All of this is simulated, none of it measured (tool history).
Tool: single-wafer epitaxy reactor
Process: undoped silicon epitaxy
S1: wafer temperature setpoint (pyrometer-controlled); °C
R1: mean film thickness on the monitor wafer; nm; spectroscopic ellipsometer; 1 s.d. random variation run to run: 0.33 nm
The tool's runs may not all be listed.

{"run": 1, "hour": 0.0, "S1": 625, "deposition time (s)": 517, "R1": 52.691}
{"run": 2, "hour": 5.8, "S1": 626, "deposition time (s)": 517, "R1": 52.916}
{"run": 3, "hour": 13.5, "S1": 626, "deposition time (s)": 446, "R1": 46.165}
{"run": 4, "hour": 16.2, "S1": 629, "deposition time (s)": 447, "R1": 49.987}
{"run": 5, "hour": 17.4, "S1": 636, "deposition time (s)": 447, "R1": 58.883}
{"run": 6, "hour": 20.7, "S1": 636, "deposition time (s)": 476, "R1": 62.826}

What does the tool deliver on the next run?
{"run": 7, "hour": 21.5, "S1": 635, "deposition time (s)": 476, "R1": "?"}

{"run 7": {"R1": 60.948}}
